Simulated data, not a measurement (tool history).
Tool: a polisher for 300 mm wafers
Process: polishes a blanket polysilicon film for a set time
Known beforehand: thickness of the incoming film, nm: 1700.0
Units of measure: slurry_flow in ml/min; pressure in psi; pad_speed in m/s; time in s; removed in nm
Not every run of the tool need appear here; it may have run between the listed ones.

run    day  slurry_flow  pressure  pad_speed  time  removed
  1      0          265       2.5       1.14    88   730.88
  2  0.071          270         3       1.16    88    848.7
  3  0.188          270         3       1.16    92   894.84
  4  0.342          270       3.3       1.22    92   989.03
  5    0.6          280       3.5        1.3    92   1107.1
  6  0.854          280       3.6       1.34    92   1148.5
  7  1.217          280       3.7       1.38    92   1205.5

Predict the results of run 8:
  8  1.392          280       3.8       1.42    92        ?

removed: 1253.9 nm
